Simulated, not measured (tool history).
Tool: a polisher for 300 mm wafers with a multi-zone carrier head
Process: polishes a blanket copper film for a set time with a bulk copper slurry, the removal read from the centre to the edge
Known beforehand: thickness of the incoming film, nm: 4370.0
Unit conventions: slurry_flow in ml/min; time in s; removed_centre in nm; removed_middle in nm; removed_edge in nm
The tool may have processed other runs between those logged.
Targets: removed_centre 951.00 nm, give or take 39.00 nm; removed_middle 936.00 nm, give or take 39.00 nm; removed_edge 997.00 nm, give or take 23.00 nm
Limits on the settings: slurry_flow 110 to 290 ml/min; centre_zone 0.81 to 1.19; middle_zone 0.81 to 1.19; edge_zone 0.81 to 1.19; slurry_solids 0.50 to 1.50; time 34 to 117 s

run 1 day=0.000 | slurry_flow=185 centre_zone=1.00 middle_zone=1.00 edge_zone=1.00 slurry_solids=1.00 time=75 | removed_centre=861.45 removed_middle=830.96 removed_edge=860.24
run 2 day=0.150 | slurry_flow=185 centre_zone=1.04 middle_zone=1.00 edge_zone=1.00 slurry_solids=1.00 time=75 | removed_centre=871.95 removed_middle=828.99 removed_edge=867.43
run 3 day=0.254 | slurry_flow=185 centre_zone=1.04 middle_zone=1.00 edge_zone=1.06 slurry_solids=1.00 time=75 | removed_centre=873.74 removed_middle=836.73 removed_edge=882.70
run 4 day=0.442 | slurry_flow=185 centre_zone=1.04 middle_zone=1.00 edge_zone=1.06 slurry_solids=0.90 time=75 | removed_centre=862.95 removed_middle=813.22 removed_edge=861.68
run 5 day=0.808 | slurry_flow=220 centre_zone=1.04 middle_zone=1.00 edge_zone=1.06 slurry_solids=0.90 time=75 | removed_centre=880.38 removed_middle=834.65 removed_edge=879.30
run 6 day=1.008 | slurry_flow=225 centre_zone=1.04 middle_zone=1.00 edge_zone=1.08 slurry_solids=0.95 time=75 | removed_centre=909.34 removed_middle=853.88 removed_edge=908.20
run 7 day=1.325 | slurry_flow=235 centre_zone=1.03 middle_zone=1.01 edge_zone=1.10 slurry_solids=0.95 time=75 | removed_centre=900.09 removed_middle=844.44 removed_edge=916.23
run 8 day=1.662 | slurry_flow=240 centre_zone=1.03 middle_zone=1.10 edge_zone=1.16 slurry_solids=1.20 time=76 | removed_centre=979.60 removed_middle=997.08 removed_edge=1021.60
run 9 day=1.762 | slurry_flow=235 centre_zone=1.03 middle_zone=1.09 edge_zone=1.16 slurry_solids=1.20 time=76 | removed_centre=959.47 removed_middle=992.67 removed_edge=996.85
run 10 day=1.954 | slurry_flow=235 centre_zone=1.03 middle_zone=1.08 edge_zone=1.16 slurry_solids=1.20 time=76 | removed_centre=947.42 removed_middle=977.99 removed_edge=1008.50

4 candidate next runs follow, results not yet known. Just one meets every target within its allowed miss. Identify it.
run A day=2.146 | slurry_flow=260 centre_zone=1.00 middle_zone=1.18 edge_zone=1.09 slurry_solids=1.25 time=75 | removed_centre=? removed_middle=? removed_edge=?
run B day=2.146 | slurry_flow=255 centre_zone=1.05 middle_zone=1.17 edge_zone=1.19 slurry_solids=1.10 time=75 | removed_centre=? removed_middle=? removed_edge=?
run C day=2.146 | slurry_flow=210 centre_zone=1.01 middle_zone=1.18 edge_zone=1.10 slurry_solids=1.20 time=79 | removed_centre=? removed_middle=? removed_edge=?
run D day=2.146 | slurry_flow=185 centre_zone=1.04 middle_zone=1.06 edge_zone=1.18 slurry_solids=0.95 time=81 | removed_centre=? removed_middle=? removed_edge=?

move=A removed_centre=952.47 removed_middle=1097.00 removed_edge=977.91
move=B removed_centre=962.33 removed_middle=1052.70 removed_edge=988.47
move=C removed_centre=972.63 removed_middle=1113.60 removed_edge=1003.80
move=D removed_centre=946.03 removed_middle=964.82 removed_edge=994.02
A: further off than the last run
B: further off than the last run
C: further off than the last run
D: all results in spec
Move D is the one to make.
